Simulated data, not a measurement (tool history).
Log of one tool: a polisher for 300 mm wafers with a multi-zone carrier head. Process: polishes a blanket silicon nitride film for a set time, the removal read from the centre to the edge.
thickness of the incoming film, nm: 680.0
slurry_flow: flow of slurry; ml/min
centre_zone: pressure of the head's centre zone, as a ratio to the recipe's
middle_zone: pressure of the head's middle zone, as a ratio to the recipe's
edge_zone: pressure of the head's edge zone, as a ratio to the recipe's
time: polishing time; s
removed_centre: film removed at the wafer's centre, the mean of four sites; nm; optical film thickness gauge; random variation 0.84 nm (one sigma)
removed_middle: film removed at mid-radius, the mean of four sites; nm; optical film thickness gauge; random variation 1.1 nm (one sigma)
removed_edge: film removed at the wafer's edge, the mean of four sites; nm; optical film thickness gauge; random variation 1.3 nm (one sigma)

Run 1, day 0: slurry_flow 200 ml/min, centre_zone 1, middle_zone 1, edge_zone 1, time 38 s. Result: removed_centre 74.787 nm, removed_middle 72.708 nm, removed_edge 72.807 nm.
Run 2, day 0.067: slurry_flow 205 ml/min, centre_zone 0.99, middle_zone 1.02, edge_zone 1.02, time 39 s. Result: removed_centre 75.965 nm, removed_middle 77.678 nm, removed_edge 75.107 nm.
Run 3, day 0.246: slurry_flow 205 ml/min, centre_zone 0.99, middle_zone 1.02, edge_zone 1.02, time 35 s. Result: removed_centre 69.172 nm, removed_middle 69.28 nm, removed_edge 65.271 nm.
Run 4, day 0.562: slurry_flow 205 ml/min, centre_zone 0.96, middle_zone 1.02, edge_zone 1.02, time 35 s. Result: removed_centre 65.452 nm, removed_middle 67.905 nm, removed_edge 66.714 nm.
Run 5, day 0.9: slurry_flow 200 ml/min, centre_zone 0.96, middle_zone 1.02, edge_zone 1.02, time 37 s. Result: removed_centre 68.891 nm, removed_middle 73.21 nm, removed_edge 70.072 nm.
Run 6, day 0.95: slurry_flow 200 ml/min, centre_zone 0.96, middle_zone 1.02, edge_zone 1.03, time 38 s. Result: removed_centre 72.589 nm, removed_middle 74.18 nm, removed_edge 71.639 nm.
Run 7, day 1.075: slurry_flow 210 ml/min, centre_zone 0.94, middle_zone 1.02, edge_zone 1.02, time 39 s. Result: removed_centre 72.593 nm, removed_middle 76.501 nm, removed_edge 75.215 nm.
Run 8, day 1.283: slurry_flow 215 ml/min, centre_zone 0.93, middle_zone 1.02, edge_zone 1.03, time 40 s. Result: removed_centre 72.791 nm, removed_middle 76.829 nm, removed_edge 76.828 nm.
Run 9, day 1.383: slurry_flow 215 ml/min, centre_zone 0.93, middle_zone 1.03, edge_zone 1.03, time 41 s. Result: removed_centre 75.59 nm, removed_middle 79.002 nm, removed_edge 78.731 nm.
Run 10, day 1.425: slurry_flow 215 ml/min, centre_zone 0.92, middle_zone 1.04, edge_zone 1.03, time 42 s. Result: removed_centre 76.262 nm, removed_middle 85.023 nm, removed_edge 83.018 nm.

Run 11 comes next. What will it give?
Run 11, day 1.579: slurry_flow 220 ml/min, centre_zone 0.92, middle_zone 1.04, edge_zone 1.03, time 43 s. Result: removed_centre ?, removed_middle ?, removed_edge ?.

Run 11 gave removed_centre 78.568 nm, removed_middle 86.041 nm, removed_edge 83.668 nm.
